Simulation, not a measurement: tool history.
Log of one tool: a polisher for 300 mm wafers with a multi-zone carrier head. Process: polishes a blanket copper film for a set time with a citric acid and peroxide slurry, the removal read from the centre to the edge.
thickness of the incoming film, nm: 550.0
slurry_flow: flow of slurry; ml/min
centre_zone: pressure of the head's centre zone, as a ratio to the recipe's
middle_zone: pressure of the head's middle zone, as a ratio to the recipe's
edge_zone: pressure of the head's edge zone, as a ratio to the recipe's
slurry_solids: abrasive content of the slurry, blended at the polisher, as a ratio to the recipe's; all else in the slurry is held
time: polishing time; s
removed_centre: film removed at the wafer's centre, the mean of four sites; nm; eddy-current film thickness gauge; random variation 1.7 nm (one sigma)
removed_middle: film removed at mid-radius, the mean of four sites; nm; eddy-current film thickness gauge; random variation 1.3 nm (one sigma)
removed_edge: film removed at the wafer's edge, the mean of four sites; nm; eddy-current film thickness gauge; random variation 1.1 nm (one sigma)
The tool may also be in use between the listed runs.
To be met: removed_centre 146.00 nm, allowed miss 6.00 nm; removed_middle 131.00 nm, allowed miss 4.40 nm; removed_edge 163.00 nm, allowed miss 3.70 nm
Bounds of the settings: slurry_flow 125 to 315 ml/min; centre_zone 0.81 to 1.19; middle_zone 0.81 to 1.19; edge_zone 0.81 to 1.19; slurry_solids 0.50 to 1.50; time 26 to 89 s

run 1 day=0.000 | slurry_flow=205 centre_zone=1.00 middle_zone=1.00 edge_zone=1.00 slurry_solids=1.00 time=57 | removed_centre=165.80 removed_middle=159.15 removed_edge=176.78
run 2 day=0.254 | slurry_flow=205 centre_zone=1.00 middle_zone=1.00 edge_zone=1.00 slurry_solids=0.90 time=57 | removed_centre=160.53 removed_middle=152.38 removed_edge=172.00
run 3 day=0.479 | slurry_flow=205 centre_zone=1.00 middle_zone=0.93 edge_zone=1.00 slurry_solids=0.90 time=57 | removed_centre=157.30 removed_middle=142.53 removed_edge=169.67
run 4 day=0.550 | slurry_flow=205 centre_zone=1.00 middle_zone=0.96 edge_zone=1.00 slurry_solids=0.90 time=57 | removed_centre=159.74 removed_middle=147.06 removed_edge=170.36
run 5 day=0.921 | slurry_flow=185 centre_zone=1.00 middle_zone=0.96 edge_zone=1.00 slurry_solids=0.90 time=57 | removed_centre=158.49 removed_middle=144.33 removed_edge=168.52
run 6 day=0.996 | slurry_flow=180 centre_zone=0.99 middle_zone=0.95 edge_zone=1.00 slurry_solids=0.90 time=57 | removed_centre=153.56 removed_middle=145.49 removed_edge=167.23
run 7 day=1.021 | slurry_flow=180 centre_zone=0.99 middle_zone=0.94 edge_zone=1.00 slurry_solids=0.90 time=57 | removed_centre=154.89 removed_middle=144.75 removed_edge=167.64
run 8 day=1.171 | slurry_flow=180 centre_zone=0.99 middle_zone=0.93 edge_zone=1.00 slurry_solids=0.90 time=57 | removed_centre=154.11 removed_middle=143.21 removed_edge=169.35
run 9 day=1.212 | slurry_flow=180 centre_zone=0.99 middle_zone=0.92 edge_zone=1.00 slurry_solids=0.90 time=57 | removed_centre=152.85 removed_middle=139.75 removed_edge=167.02
run 10 day=1.238 | slurry_flow=180 centre_zone=0.99 middle_zone=0.91 edge_zone=1.00 slurry_solids=0.90 time=57 | removed_centre=156.31 removed_middle=138.01 removed_edge=168.40
-- day=1.362 edge zone pressure recalibrated
run 11 day=1.362 | slurry_flow=145 centre_zone=0.95 middle_zone=0.88 edge_zone=0.98 slurry_solids=0.85 time=57 | removed_centre=142.86 removed_middle=129.04 removed_edge=150.96

Which of these 4 next moves meets every target?
run A day=1.488 | slurry_flow=125 centre_zone=0.94 middle_zone=0.94 edge_zone=0.83 slurry_solids=0.90 time=55 | removed_centre=? removed_middle=? removed_edge=?
run B day=1.488 | slurry_flow=140 centre_zone=0.99 middle_zone=0.90 edge_zone=1.02 slurry_solids=0.85 time=55 | removed_centre=? removed_middle=? removed_edge=?
run C day=1.488 | slurry_flow=125 centre_zone=0.93 middle_zone=0.83 edge_zone=0.99 slurry_solids=1.35 time=53 | removed_centre=? removed_middle=? removed_edge=?
run D day=1.488 | slurry_flow=125 centre_zone=0.96 middle_zone=0.89 edge_zone=0.95 slurry_solids=0.90 time=59 | removed_centre=? removed_middle=? removed_edge=?

move=A removed_centre=134.68 removed_middle=131.85 removed_edge=138.87
move=B removed_centre=141.45 removed_middle=126.92 removed_edge=150.04
move=C removed_centre=145.77 removed_middle=130.69 removed_edge=163.46
move=D removed_centre=147.38 removed_middle=135.36 removed_edge=157.36
A: further off than the last run
B: further off than the last run
C: meets every target
D: nearer than the last run, and not there yet
The right move is C.

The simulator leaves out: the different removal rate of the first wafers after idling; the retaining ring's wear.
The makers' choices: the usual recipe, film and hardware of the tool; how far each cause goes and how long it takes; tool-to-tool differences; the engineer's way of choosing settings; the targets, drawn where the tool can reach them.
